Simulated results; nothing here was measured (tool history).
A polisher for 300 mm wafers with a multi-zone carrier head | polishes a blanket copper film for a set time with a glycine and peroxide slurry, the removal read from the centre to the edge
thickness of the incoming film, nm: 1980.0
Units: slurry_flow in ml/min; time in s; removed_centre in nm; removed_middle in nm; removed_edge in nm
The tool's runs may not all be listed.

run,hour,slurry_flow,centre_zone,middle_zone,edge_zone,time,removed_centre,removed_middle,removed_edge
1,0.0,275,1.00,1.00,1.00,86,246.66,247.46,237.44
2,3.0,275,1.00,0.98,0.99,82,235.34,232.98,226.09
3,4.3,275,1.00,0.96,0.98,79,230.59,217.38,215.63
4,8.4,270,0.99,0.95,0.97,76,218.47,208.33,208.14
5,9.3,270,0.98,0.94,0.96,73,207.86,197.37,196.76
6,17.3,270,0.97,0.93,0.95,72,206.03,195.62,196.04
7,26.3,270,0.96,0.92,0.94,70,194.92,182.90,187.55
8,29.5,270,0.96,0.92,0.93,69,194.51,182.51,183.01
9,36.8,270,0.95,0.91,0.92,68,191.11,179.57,178.82
10,41.5,265,0.94,0.90,0.91,67,183.97,177.06,176.68
11,42.8,265,0.94,0.89,0.91,66,184.82,176.04,173.24
12,48.9,270,0.94,0.88,0.91,65,179.11,170.67,172.41

Forecast run 13:
13,55.6,270,0.94,0.87,0.91,64,?,?,?

{"run 13": {"removed_centre": 177.05, "removed_middle": 164.22, "removed_edge": 169.23}}
